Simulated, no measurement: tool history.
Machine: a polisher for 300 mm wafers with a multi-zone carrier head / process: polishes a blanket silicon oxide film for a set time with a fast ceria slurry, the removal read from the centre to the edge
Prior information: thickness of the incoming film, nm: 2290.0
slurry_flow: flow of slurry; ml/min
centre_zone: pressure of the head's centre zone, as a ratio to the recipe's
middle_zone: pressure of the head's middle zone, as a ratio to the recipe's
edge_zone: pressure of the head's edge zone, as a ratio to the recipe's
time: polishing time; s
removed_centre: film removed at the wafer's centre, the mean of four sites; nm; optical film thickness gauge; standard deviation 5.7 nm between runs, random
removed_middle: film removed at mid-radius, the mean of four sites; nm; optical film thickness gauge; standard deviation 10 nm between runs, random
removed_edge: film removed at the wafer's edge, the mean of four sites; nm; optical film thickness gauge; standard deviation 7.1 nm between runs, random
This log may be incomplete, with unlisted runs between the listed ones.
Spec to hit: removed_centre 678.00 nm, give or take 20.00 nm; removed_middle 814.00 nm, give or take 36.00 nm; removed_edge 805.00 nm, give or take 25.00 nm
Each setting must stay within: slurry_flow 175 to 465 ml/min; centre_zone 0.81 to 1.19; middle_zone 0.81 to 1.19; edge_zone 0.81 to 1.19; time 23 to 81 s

run  hour  slurry_flow  centre_zone  middle_zone  edge_zone  time  removed_centre  removed_middle  removed_edge
  1   0.0          295         1.00         1.00       1.00    52          590.16          615.07        594.85
  2   7.2          295         0.98         1.02       1.04    55          608.88          652.64        640.22
  3   7.9          225         0.98         1.02       1.04    55          586.85          626.24        625.43
  4  11.6          245         0.97         1.04       1.07    57          604.83          672.97        664.64
  5  15.1          245         1.03         1.04       1.07    57          639.03          654.84        657.67
  6  22.7          300         1.03         1.04       1.07    57          668.52          667.66        675.72
  7  24.5          320         1.00         1.06       1.09    58          665.67          715.72        694.76
  8  28.0          320         1.00         1.06       1.09    58          668.01          710.77        700.35
  9  37.1          335         0.98         1.07       1.11    59          660.93          715.73        707.92
 10  39.8          335         0.96         1.08       1.12    61          661.31          749.94        733.36
 11  46.1          340         0.95         1.09       1.13    62          685.44          780.27        744.76
 12  54.9          335         0.93         1.08       1.14    63          676.11          792.53        771.99
 13  60.5          335         0.92         1.08       1.15    63          664.50          781.77        773.74
 14  64.4          340         0.92         1.08       1.16    63          666.04          779.48        769.74

5 next moves are on the table. One of them brings every result within its allowed miss. Which?
  A  68.3          295         0.94         1.12       1.06    64               ?               ?             ?
  B  68.3          245         1.01         1.14       1.04    64               ?               ?             ?
  C  68.3          280         0.84         0.85       1.19    72               ?               ?             ?
  D  68.3          345         0.98         0.94       1.19    65               ?               ?             ?
  E  68.3          360         0.89         1.05       1.13    66               ?               ?             ?

move  removed_centre  removed_middle  removed_edge
   A          669.03          823.41        741.26
   B          701.47          816.13        723.08
   C          666.41          744.25        872.45
   D          720.13          740.35        799.85
   E          666.78          822.78        796.44
A: lands further from the targets than the last run did
B: lands further from the targets than the last run did
C: moves the result that the last run missed by most past its target, out the other side
D: gets the furthest-off result to its target, but another result is out of tolerance
E: every result within its allowed miss
Go with E: it meets all targets.
